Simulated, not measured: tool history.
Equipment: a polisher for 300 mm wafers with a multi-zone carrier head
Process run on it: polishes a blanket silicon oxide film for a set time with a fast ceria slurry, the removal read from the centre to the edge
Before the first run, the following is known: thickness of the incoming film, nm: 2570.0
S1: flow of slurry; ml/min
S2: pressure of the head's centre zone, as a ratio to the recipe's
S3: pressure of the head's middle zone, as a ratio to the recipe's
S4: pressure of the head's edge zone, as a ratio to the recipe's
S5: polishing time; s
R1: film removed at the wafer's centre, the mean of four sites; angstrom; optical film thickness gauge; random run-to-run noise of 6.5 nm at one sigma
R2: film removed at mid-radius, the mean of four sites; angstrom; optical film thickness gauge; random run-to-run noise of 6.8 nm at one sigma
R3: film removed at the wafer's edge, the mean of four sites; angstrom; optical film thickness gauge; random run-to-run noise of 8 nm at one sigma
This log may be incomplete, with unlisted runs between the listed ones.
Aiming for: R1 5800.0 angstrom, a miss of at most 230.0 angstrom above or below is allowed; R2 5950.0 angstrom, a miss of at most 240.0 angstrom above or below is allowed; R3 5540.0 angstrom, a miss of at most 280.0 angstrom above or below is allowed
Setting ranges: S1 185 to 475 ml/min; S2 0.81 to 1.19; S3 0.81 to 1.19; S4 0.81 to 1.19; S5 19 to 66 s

run  hour   S1    S2    S3    S4  S5      R1      R2      R3
  1   0.0  305  1.00  1.00  1.00  42  6817.1  6705.6  6521.4
  2   7.6  305  0.98  0.99  0.97  41  6280.4  6714.2  6639.9
  3   9.6  305  0.99  1.01  0.98  39  6325.2  6424.6  5969.6
  4  11.9  305  0.99  1.01  0.98  31  4983.5  5025.8  4811.5
  5  18.2  310  0.99  1.02  0.98  33  5294.5  5369.6  5103.3
     23.0  -- worn pad replaced by a new one
  6  23.0  310  0.99  1.02  0.98  42  7258.6  7585.1  7363.2
  7  26.1  275  0.99  1.01  0.97  41  7171.3  7315.1  7021.0
  8  31.8  275  0.99  1.01  0.97  41  7339.4  7382.8  7226.3
  9  34.5  310  1.00  1.00  0.97  41  7329.2  7308.9  7267.1
 10  39.2  285  0.99  1.00  0.99  41  7134.6  7366.5  7093.2
 11  47.8  315  0.99  1.02  1.00  40  7118.8  7442.0  7095.4

4 candidate next runs follow, results not yet known. Just one meets every target within its allowed miss. Identify it.
  A  56.4  305  0.90  0.93  1.04  35   ?   ?   ?
  B  56.4  330  0.88  0.99  1.00  36   ?   ?   ?
  C  56.4  310  1.04  1.07  1.03  31   ?   ?   ?
  D  56.4  350  0.97  1.07  1.00  35   ?   ?   ?

move      R1      R2      R3
   A  5566.7  5899.2  6031.2
   B  5638.6  6435.4  6110.2
   C  5717.9  5884.9  5312.0
   D  6080.6  6709.3  5954.3
A: the furthest-off result lands on target, but another misses its tolerance
B: gains on the last run, yet a result remains outside its allowed miss
C: all results land within tolerance of their targets
D: gains on the last run, yet a result remains outside its allowed miss
C is the move that brings every result within its allowed miss.
